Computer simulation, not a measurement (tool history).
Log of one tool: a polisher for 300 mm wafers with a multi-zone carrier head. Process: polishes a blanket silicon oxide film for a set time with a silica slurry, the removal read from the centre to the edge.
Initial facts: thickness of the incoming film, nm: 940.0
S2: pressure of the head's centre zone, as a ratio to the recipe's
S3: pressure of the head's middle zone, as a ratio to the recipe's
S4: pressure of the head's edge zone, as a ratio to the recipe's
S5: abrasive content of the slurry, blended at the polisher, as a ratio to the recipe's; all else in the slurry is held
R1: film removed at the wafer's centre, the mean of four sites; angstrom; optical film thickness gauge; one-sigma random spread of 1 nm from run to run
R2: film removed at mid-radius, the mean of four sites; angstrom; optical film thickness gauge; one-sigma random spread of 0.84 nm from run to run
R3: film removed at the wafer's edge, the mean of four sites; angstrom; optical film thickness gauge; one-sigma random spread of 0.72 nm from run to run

{"run": 1, "hour": 0.0, "flow of slurry (ml/min)": 125, "S2": 1.0, "S3": 1.0, "S4": 1.0, "S5": 1.0, "polishing time (s)": 44, "R1": 1078.0, "R2": 1060.4, "R3": 1069.8}
{"run": 2, "hour": 4.4, "flow of slurry (ml/min)": 125, "S2": 1.0, "S3": 1.07, "S4": 1.0, "S5": 1.0, "polishing time (s)": 44, "R1": 1073.2, "R2": 1118.7, "R3": 1065.4}
{"run": 3, "hour": 5.8, "flow of slurry (ml/min)": 125, "S2": 1.01, "S3": 1.07, "S4": 0.98, "S5": 0.9, "polishing time (s)": 43, "R1": 1015.9, "R2": 1026.1, "R3": 968.47}
{"run": 4, "hour": 10.1, "flow of slurry (ml/min)": 125, "S2": 1.01, "S3": 1.07, "S4": 0.96, "S5": 0.85, "polishing time (s)": 42, "R1": 926.26, "R2": 969.6, "R3": 908.46}
{"run": 5, "hour": 12.1, "flow of slurry (ml/min)": 125, "S2": 1.03, "S3": 1.07, "S4": 0.94, "S5": 0.8, "polishing time (s)": 42, "R1": 889.82, "R2": 924.13, "R3": 864.59}
{"run": 6, "hour": 20.3, "flow of slurry (ml/min)": 125, "S2": 1.06, "S3": 1.08, "S4": 0.92, "S5": 0.75, "polishing time (s)": 42, "R1": 894.84, "R2": 887.76, "R3": 808.88}
{"run": 7, "hour": 23.8, "flow of slurry (ml/min)": 120, "S2": 1.06, "S3": 1.08, "S4": 0.9, "S5": 0.7, "polishing time (s)": 42, "R1": 833.73, "R2": 839.8, "R3": 744.82}
{"run": 8, "hour": 30.3, "flow of slurry (ml/min)": 115, "S2": 1.06, "S3": 1.07, "S4": 0.89, "S5": 0.7, "polishing time (s)": 42, "R1": 828.26, "R2": 810.48, "R3": 736.55}
{"run": 9, "hour": 37.9, "flow of slurry (ml/min)": 110, "S2": 1.06, "S3": 1.07, "S4": 0.88, "S5": 0.7, "polishing time (s)": 42, "R1": 792.65, "R2": 809.01, "R3": 727.23}
{"run": 10, "hour": 46.0, "flow of slurry (ml/min)": 95, "S2": 1.13, "S3": 1.05, "S4": 0.81, "S5": 0.5, "polishing time (s)": 42, "R1": 575.55, "R2": 536.83, "R3": 495.15}
{"run": 11, "hour": 53.7, "flow of slurry (ml/min)": 105, "S2": 1.11, "S3": 1.05, "S4": 0.81, "S5": 0.5, "polishing time (s)": 42, "R1": 589.49, "R2": 553.33, "R3": 499.62}
{"run": 12, "hour": 56.1, "flow of slurry (ml/min)": 140, "S2": 1.07, "S3": 1.13, "S4": 0.91, "S5": 0.7, "polishing time (s)": 42, "R1": 876.45, "R2": 886.06, "R3": 779.63}
{"run": 13, "hour": 61.8, "flow of slurry (ml/min)": 130, "S2": 1.07, "S3": 1.12, "S4": 0.9, "S5": 0.7, "polishing time (s)": 42, "R1": 859.7, "R2": 872.75, "R3": 759.93}
{"run": 14, "hour": 63.2, "flow of slurry (ml/min)": 125, "S2": 1.07, "S3": 1.11, "S4": 0.89, "S5": 0.7, "polishing time (s)": 42, "R1": 854.31, "R2": 849.91, "R3": 754.13}
{"run": 15, "hour": 65.5, "flow of slurry (ml/min)": 125, "S2": 1.07, "S3": 1.11, "S4": 0.89, "S5": 0.7, "polishing time (s)": 42, "R1": 863.87, "R2": 865.82, "R3": 759.31}
{"run": 16, "hour": 67.1, "flow of slurry (ml/min)": 120, "S2": 1.07, "S3": 1.1, "S4": 0.88, "S5": 0.7, "polishing time (s)": 42, "R1": 853.15, "R2": 872.54, "R3": 746.53}
{"run": 17, "hour": 75.1, "flow of slurry (ml/min)": 115, "S2": 1.07, "S3": 1.09, "S4": 0.88, "S5": 0.7, "polishing time (s)": 42, "R1": 832.54, "R2": 841.87, "R3": 741.32}
{"run": 18, "hour": 79.9, "flow of slurry (ml/min)": 95, "S2": 1.09, "S3": 1.08, "S4": 0.81, "S5": 0.5, "polishing time (s)": 41, "R1": 541.51, "R2": 538.15, "R3": 478.6}

Forecast run 19:
{"run": 19, "hour": 81.9, "flow of slurry (ml/min)": 105, "S2": 1.08, "S3": 1.08, "S4": 0.82, "S5": 0.5, "polishing time (s)": 41, "R1": "?", "R2": "?", "R3": "?"}

R1: 552.47 angstrom
R2: 561.01 angstrom
R3: 492.91 angstrom

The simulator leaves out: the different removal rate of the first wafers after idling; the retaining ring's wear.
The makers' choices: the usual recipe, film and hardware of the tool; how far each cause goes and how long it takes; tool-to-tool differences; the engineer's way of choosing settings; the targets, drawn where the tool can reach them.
